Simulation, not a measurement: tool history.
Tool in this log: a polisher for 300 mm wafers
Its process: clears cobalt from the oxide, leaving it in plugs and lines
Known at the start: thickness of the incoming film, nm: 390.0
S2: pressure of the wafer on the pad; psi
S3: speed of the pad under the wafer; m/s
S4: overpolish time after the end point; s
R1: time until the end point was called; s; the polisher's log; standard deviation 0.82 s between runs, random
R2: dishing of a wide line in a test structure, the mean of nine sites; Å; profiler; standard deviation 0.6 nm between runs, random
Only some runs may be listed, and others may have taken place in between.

Run 1, hour 0.0: flow of slurry (ml/min) 130, S2 1.6 psi, S3 0.98 m/s, S4 10 s. Result: R1 77.423 s, R2 330.69 Å.
Run 2, hour 2.9: flow of slurry (ml/min) 155, S2 1.6 psi, S3 0.98 m/s, S4 10 s. Result: R1 73.928 s, R2 338.95 Å.
Run 3, hour 9.7: flow of slurry (ml/min) 155, S2 1.6 psi, S3 0.88 m/s, S4 10 s. Result: R1 85.415 s, R2 320.57 Å.
Run 4, hour 11.4: flow of slurry (ml/min) 155, S2 1.8 psi, S3 0.90 m/s, S4 9 s. Result: R1 73.208 s, R2 324.74 Å.
Run 5, hour 17.8: flow of slurry (ml/min) 155, S2 1.8 psi, S3 0.90 m/s, S4 6 s. Result: R1 72.980 s, R2 233.18 Å.
Run 6, hour 25.9: flow of slurry (ml/min) 155, S2 1.6 psi, S3 0.90 m/s, S4 6 s. Result: R1 82.472 s, R2 219.70 Å.

Run 7 comes next. What will it give?
Run 7, hour 32.3: flow of slurry (ml/min) 155, S2 1.8 psi, S3 0.90 m/s, S4 6 s. Result: R1 ?, R2 ?.

Logged for run 7: R1 75.321 s, R2 242.05 Å.
